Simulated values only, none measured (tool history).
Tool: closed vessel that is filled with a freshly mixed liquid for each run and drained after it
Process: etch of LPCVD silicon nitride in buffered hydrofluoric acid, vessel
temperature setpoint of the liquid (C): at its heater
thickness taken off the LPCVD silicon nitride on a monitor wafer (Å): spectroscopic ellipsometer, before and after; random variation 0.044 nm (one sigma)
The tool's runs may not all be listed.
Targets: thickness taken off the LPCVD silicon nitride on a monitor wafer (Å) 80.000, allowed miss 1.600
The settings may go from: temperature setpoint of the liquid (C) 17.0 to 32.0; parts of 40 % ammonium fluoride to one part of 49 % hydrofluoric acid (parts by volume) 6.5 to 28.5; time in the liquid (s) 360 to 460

| run | hour | temperature setpoint of the liquid (C) | parts of 40 % ammonium fluoride to one part of 49 % hydrofluoric acid (parts by volume) | time in the liquid (s) | thickness taken off the LPCVD silicon nitride on a monitor wafer (Å) |
|---|---|---|---|---|---|
| 1 | 0.0 | 24.0 | 17.5 | 460 | 44.246 |
| 2 | 8.3 | 24.0 | 20.5 | 460 | 37.662 |
| 3 | 10.7 | 24.0 | 20.5 | 360 | 29.427 |
| 4 | 16.2 | 24.0 | 20.5 | 360 | 29.174 |
| 5 | 21.0 | 24.0 | 20.5 | 460 | 37.629 |
| 6 | 22.6 | 24.0 | 22.5 | 460 | 35.518 |
| 7 | 23.8 | 26.5 | 19.0 | 460 | 46.895 |
| 8 | 30.6 | 28.0 | 18.0 | 460 | 53.218 |
| 9 | 37.7 | 29.0 | 17.0 | 460 | 58.129 |
| 10 | 42.2 | 30.0 | 16.0 | 460 | 65.634 |
| 11 | 46.3 | 30.0 | 16.0 | 460 | 65.481 |
| 12 | 50.6 | 30.5 | 15.5 | 460 | 69.387 |
| 13 | 52.9 | 31.0 | 15.0 | 460 | 74.534 |
|  | 60.9 | thermometer replaced |
| 14 | 60.9 | 31.5 | 15.0 | 460 | 68.873 |
| 15 | 63.8 | 32.0 | 12.0 | 460 | 89.037 |
| 16 | 72.4 | 31.5 | 12.0 | 460 | 86.290 |
| 17 | 75.9 | 31.5 | 12.0 | 460 | 85.513 |

Which of these 4 next moves meets every target?
| A | 79.4 | 32.0 | 12.0 | 440 | ? |
| B | 79.4 | 32.0 | 11.5 | 415 | ? |
| C | 79.4 | 30.5 | 10.0 | 395 | ? |
| D | 79.4 | 29.0 | 8.5 | 360 | ? |

| move | thickness taken off the LPCVD silicon nitride on a monitor wafer (Å) |
|---|---|
| A | 85.790 |
| B | 84.342 |
| C | 85.055 |
| D | 81.442 |
A: further off than the last run
B: nearer than the last run, and not there yet
C: nearer than the last run, and not there yet
D: meets every target
The right move is D.
